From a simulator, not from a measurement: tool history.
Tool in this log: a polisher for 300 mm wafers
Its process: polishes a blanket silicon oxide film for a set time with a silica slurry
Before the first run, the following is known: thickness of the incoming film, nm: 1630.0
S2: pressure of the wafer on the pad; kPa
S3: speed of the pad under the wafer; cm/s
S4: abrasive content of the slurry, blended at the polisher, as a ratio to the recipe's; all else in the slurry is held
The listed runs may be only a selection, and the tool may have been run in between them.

run 1 hour=0 | flow_of_slurry_(ml/min)=205 S2=21.4 S3=100 S4=1 polishing_time_(s)=70 | film_removed_(angstrom)=1207.7
run 2 hour=5.7 | flow_of_slurry_(ml/min)=225 S2=21.4 S3=100 S4=1 polishing_time_(s)=70 | film_removed_(angstrom)=1224.1
run 3 hour=11.3 | flow_of_slurry_(ml/min)=225 S2=21.4 S3=100 S4=1 polishing_time_(s)=70 | film_removed_(angstrom)=1241.4
run 4 hour=16.1 | flow_of_slurry_(ml/min)=220 S2=20 S3=94 S4=0.95 polishing_time_(s)=70 | film_removed_(angstrom)=1082.5
run 5 hour=19.4 | flow_of_slurry_(ml/min)=220 S2=20 S3=74 S4=0.95 polishing_time_(s)=70 | film_removed_(angstrom)=888.3
run 6 hour=26.5 | flow_of_slurry_(ml/min)=220 S2=16.5 S3=74 S4=0.95 polishing_time_(s)=70 | film_removed_(angstrom)=749.3
run 7 hour=27.6 | flow_of_slurry_(ml/min)=215 S2=15.9 S3=70 S4=0.95 polishing_time_(s)=70 | film_removed_(angstrom)=667.92
run 8 hour=29.5 | flow_of_slurry_(ml/min)=210 S2=15.2 S3=68 S4=0.95 polishing_time_(s)=70 | film_removed_(angstrom)=620.06
run 9 hour=38.1 | flow_of_slurry_(ml/min)=205 S2=14.5 S3=68 S4=0.95 polishing_time_(s)=70 | film_removed_(angstrom)=607.1
run 10 hour=40.6 | flow_of_slurry_(ml/min)=200 S2=13.8 S3=66 S4=0.95 polishing_time_(s)=70 | film_removed_(angstrom)=558.59
run 11 hour=42.5 | flow_of_slurry_(ml/min)=195 S2=13.1 S3=66 S4=0.95 polishing_time_(s)=70 | film_removed_(angstrom)=533.32
run 12 hour=49.3 | flow_of_slurry_(ml/min)=195 S2=13.1 S3=66 S4=0.95 polishing_time_(s)=70 | film_removed_(angstrom)=528.43
run 13 hour=55.5 | flow_of_slurry_(ml/min)=190 S2=12.4 S3=66 S4=0.95 polishing_time_(s)=70 | film_removed_(angstrom)=496.5
run 14 hour=61.5 | flow_of_slurry_(ml/min)=190 S2=12.4 S3=66 S4=0.95 polishing_time_(s)=70 | film_removed_(angstrom)=502.84
run 15 hour=63.1 | flow_of_slurry_(ml/min)=185 S2=12.4 S3=66 S4=0.95 polishing_time_(s)=70 | film_removed_(angstrom)=502.45
run 16 hour=65.4 | flow_of_slurry_(ml/min)=180 S2=12.4 S3=66 S4=0.95 polishing_time_(s)=70 | film_removed_(angstrom)=503.5
run 17 hour=67.3 | flow_of_slurry_(ml/min)=175 S2=12.4 S3=66 S4=0.95 polishing_time_(s)=70 | film_removed_(angstrom)=496.58
run 18 hour=72.2 | flow_of_slurry_(ml/min)=170 S2=12.4 S3=66 S4=0.95 polishing_time_(s)=70 | film_removed_(angstrom)=501.3

Estimate the outcome of run 19 from the log above:
run 19 hour=75.4 | flow_of_slurry_(ml/min)=170 S2=12.4 S3=64 S4=0.95 polishing_time_(s)=70 | film_removed_(angstrom)=?

Run 19 measured film removed (angstrom) 482.35.

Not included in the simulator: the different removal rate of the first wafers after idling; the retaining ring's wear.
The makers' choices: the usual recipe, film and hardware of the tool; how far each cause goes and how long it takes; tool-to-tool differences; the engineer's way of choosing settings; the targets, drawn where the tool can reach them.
